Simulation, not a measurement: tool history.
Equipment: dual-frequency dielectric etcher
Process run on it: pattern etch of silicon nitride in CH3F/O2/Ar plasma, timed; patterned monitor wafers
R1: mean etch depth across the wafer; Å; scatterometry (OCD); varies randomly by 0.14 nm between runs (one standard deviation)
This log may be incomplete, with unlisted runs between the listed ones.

{"run": 1, "day": 0.0, "source power (W)": 530, "bias power (W)": 80, "etch time (s)": 27.0, "R1": 218.14}
{"run": 2, "day": 0.1, "source power (W)": 530, "bias power (W)": 72, "etch time (s)": 27.0, "R1": 209.31}
{"run": 3, "day": 0.175, "source power (W)": 530, "bias power (W)": 83, "etch time (s)": 27.0, "R1": 218.93}
{"run": 4, "day": 0.462, "source power (W)": 530, "bias power (W)": 69, "etch time (s)": 27.0, "R1": 208.12}
{"run": 5, "day": 0.667, "source power (W)": 530, "bias power (W)": 76, "etch time (s)": 27.0, "R1": 215.97}
{"run": 6, "day": 0.979, "source power (W)": 530, "bias power (W)": 76, "etch time (s)": 24.5, "R1": 193.14}
{"run": 7, "day": 1.071, "source power (W)": 580, "bias power (W)": 82, "etch time (s)": 24.5, "R1": 206.14}
{"run": 8, "day": 1.225, "source power (W)": 600, "bias power (W)": 88, "etch time (s)": 25.0, "R1": 219.77}

For run 9, what comes out?
{"run": 9, "day": 1.338, "source power (W)": 630, "bias power (W)": 90, "etch time (s)": 25.0, "R1": "?"}

R1: 226.93 Å
